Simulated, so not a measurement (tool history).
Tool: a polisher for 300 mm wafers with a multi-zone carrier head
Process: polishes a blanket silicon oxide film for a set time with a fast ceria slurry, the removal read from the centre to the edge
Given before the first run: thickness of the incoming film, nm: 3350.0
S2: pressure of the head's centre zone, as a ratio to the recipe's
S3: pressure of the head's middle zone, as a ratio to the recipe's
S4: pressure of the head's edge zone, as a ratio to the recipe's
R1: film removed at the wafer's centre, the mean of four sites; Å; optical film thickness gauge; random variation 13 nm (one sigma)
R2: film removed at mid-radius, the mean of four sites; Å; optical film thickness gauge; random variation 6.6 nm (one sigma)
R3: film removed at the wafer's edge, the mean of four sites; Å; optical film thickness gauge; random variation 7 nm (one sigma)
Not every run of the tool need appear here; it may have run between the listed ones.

run 1 hour=0 | flow_of_slurry_(ml/min)=280 S2=1 S3=1 S4=1 polishing_time_(s)=74 | R1=7277.1 R2=7262 R3=7192
run 2 hour=7.6 | flow_of_slurry_(ml/min)=295 S2=1.03 S3=1.03 S4=1.05 polishing_time_(s)=78 | R1=7867.6 R2=7940.3 R3=7866.8
run 3 hour=9 | flow_of_slurry_(ml/min)=295 S2=1.03 S3=0.96 S4=1.05 polishing_time_(s)=78 | R1=7921.1 R2=7402.8 R3=8024
run 4 hour=16.8 | flow_of_slurry_(ml/min)=295 S2=1.03 S3=0.96 S4=1 polishing_time_(s)=78 | R1=8035.1 R2=7365.1 R3=7825.9
run 5 hour=21.1 | flow_of_slurry_(ml/min)=315 S2=1.06 S3=1.01 S4=1.04 polishing_time_(s)=81 | R1=8326 R2=8074.2 R3=8297.1
run 6 hour=29.9 | flow_of_slurry_(ml/min)=315 S2=1.06 S3=1.05 S4=1.04 polishing_time_(s)=81 | R1=8256.1 R2=8315.7 R3=8267.8
run 7 hour=36.2 | flow_of_slurry_(ml/min)=305 S2=1.09 S3=1.07 S4=1.04 polishing_time_(s)=84 | R1=8951.5 R2=8684.6 R3=8480.3
run 8 hour=43 | flow_of_slurry_(ml/min)=315 S2=1.11 S3=1.09 S4=1.06 polishing_time_(s)=86 | R1=9272.7 R2=9014 R3=8827
run 9 hour=51.6 | flow_of_slurry_(ml/min)=325 S2=1.12 S3=1.11 S4=1.07 polishing_time_(s)=87 | R1=9360.4 R2=9310.8 R3=8948.4
run 10 hour=57.1 | flow_of_slurry_(ml/min)=335 S2=1.13 S3=1.12 S4=1.08 polishing_time_(s)=88 | R1=9834.6 R2=9690.5 R3=9079.5

Run 11, settings as shown, results not yet in. Your forecast:
run 11 hour=59.5 | flow_of_slurry_(ml/min)=340 S2=1.13 S3=1.11 S4=1.1 polishing_time_(s)=88 | R1=? R2=? R3=?

Run 11 produced R1 9830.6 Å, R2 9524.9 Å, R3 9234.3 Å.
